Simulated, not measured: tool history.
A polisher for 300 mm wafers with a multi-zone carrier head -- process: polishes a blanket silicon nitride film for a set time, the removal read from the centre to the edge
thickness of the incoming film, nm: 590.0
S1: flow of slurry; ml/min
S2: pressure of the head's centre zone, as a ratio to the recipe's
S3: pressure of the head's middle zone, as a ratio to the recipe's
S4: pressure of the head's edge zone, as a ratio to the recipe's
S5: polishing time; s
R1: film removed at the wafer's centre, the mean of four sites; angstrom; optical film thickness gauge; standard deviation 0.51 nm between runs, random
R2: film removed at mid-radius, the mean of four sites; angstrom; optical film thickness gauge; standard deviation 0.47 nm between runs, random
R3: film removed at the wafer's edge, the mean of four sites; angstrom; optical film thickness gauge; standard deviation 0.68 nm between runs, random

| run | hour | S1 | S2 | S3 | S4 | S5 | R1 | R2 | R3 |
|---|---|---|---|---|---|---|---|---|---|
| 1 | 0 | 205 | 1 | 1 | 1 | 30 | 521.53 | 511.17 | 525.76 |
| 2 | 2.7 | 205 | 0.95 | 1 | 1 | 30 | 488.73 | 513.53 | 526.93 |
| 3 | 10.6 | 210 | 0.97 | 1.01 | 1.01 | 30 | 504.82 | 514.04 | 529.36 |
| 4 | 16.1 | 215 | 0.99 | 1.02 | 1.02 | 30 | 516.2 | 509.92 | 521.64 |
|  | 16.8 | worn pad replaced by a new one |
| 5 | 16.8 | 215 | 1 | 1.02 | 1.01 | 31 | 587.85 | 577.78 | 598.08 |
| 6 | 18.7 | 215 | 1 | 1.02 | 1.08 | 31 | 588.06 | 579.45 | 605.88 |
| 7 | 24.8 | 225 | 1.01 | 1.02 | 1.07 | 31 | 601.58 | 580.91 | 596.14 |
| 8 | 27.5 | 235 | 1.02 | 1.02 | 1.07 | 31 | 601.82 | 577.19 | 609.14 |

Run 9, settings as shown, results not yet in. Your forecast:
| 9 | 34.2 | 235 | 1.04 | 1.03 | 1.06 | 31 | ? | ? | ? |

Logged for run 9: R1 617.87 angstrom, R2 588.12 angstrom, R3 591.58 angstrom.
